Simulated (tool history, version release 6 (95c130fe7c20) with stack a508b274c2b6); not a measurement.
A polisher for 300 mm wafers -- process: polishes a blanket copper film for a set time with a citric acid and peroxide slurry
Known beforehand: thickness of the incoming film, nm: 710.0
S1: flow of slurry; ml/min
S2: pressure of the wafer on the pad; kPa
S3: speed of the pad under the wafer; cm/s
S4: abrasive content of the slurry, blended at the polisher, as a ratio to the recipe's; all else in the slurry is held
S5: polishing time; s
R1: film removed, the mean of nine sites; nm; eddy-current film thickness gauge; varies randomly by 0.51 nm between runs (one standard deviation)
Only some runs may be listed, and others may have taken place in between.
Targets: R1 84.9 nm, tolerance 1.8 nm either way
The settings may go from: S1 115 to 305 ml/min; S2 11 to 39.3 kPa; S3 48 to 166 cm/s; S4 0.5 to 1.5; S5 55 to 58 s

run 1 hour=0 | S1=195 S2=24.8 S3=106 S4=1 S5=55 | R1=133.6
run 2 hour=5.4 | S1=225 S2=24.8 S3=106 S4=1 S5=55 | R1=136.04
run 3 hour=11.2 | S1=215 S2=22.8 S3=106 S4=1 S5=55 | R1=124.53
run 4 hour=15.4 | S1=215 S2=22.8 S3=82 S4=1 S5=55 | R1=97.11
run 5 hour=22 | S1=215 S2=22.8 S3=82 S4=0.8 S5=55 | R1=91.267
run 6 hour=24.9 | S1=205 S2=22.8 S3=82 S4=0.8 S5=55 | R1=90.993
run 7 hour=27.1 | S1=200 S2=22.8 S3=82 S4=0.8 S5=55 | R1=91.027
run 8 hour=29.2 | S1=195 S2=22.8 S3=82 S4=0.8 S5=55 | R1=90.14
run 9 hour=35.2 | S1=185 S2=22.8 S3=82 S4=0.8 S5=55 | R1=89.375
run 10 hour=36.5 | S1=180 S2=22.8 S3=82 S4=0.8 S5=55 | R1=89.3
run 11 hour=39.4 | S1=175 S2=22.8 S3=82 S4=0.8 S5=55 | R1=88.813
run 12 hour=44.8 | S1=170 S2=22.8 S3=82 S4=0.8 S5=55 | R1=88.5
run 13 hour=47.2 | S1=140 S2=22.1 S3=82 S4=0.8 S5=55 | R1=83.064

Exactly one of the 5 candidate moves below puts every result within its allowed miss. Which one?
run A hour=49.6 | S1=125 S2=17.9 S3=98 S4=0.7 S5=58 | R1=?
run B hour=49.6 | S1=115 S2=21.4 S3=90 S4=0.7 S5=55 | R1=?
run C hour=49.6 | S1=135 S2=21.4 S3=84 S4=0.8 S5=57 | R1=?
run D hour=49.6 | S1=145 S2=22.1 S3=74 S4=0.9 S5=56 | R1=?
run E hour=49.6 | S1=115 S2=27.6 S3=58 S4=1.05 S5=58 | R1=?

move=A R1=81.297
move=B R1=82.036
move=C R1=85.901
move=D R1=80.77
move=E R1=80.74
A: moves away from the targets compared with the last run
B: moves away from the targets compared with the last run
C: all results in spec
D: moves away from the targets compared with the last run
E: moves away from the targets compared with the last run
The right move is C.
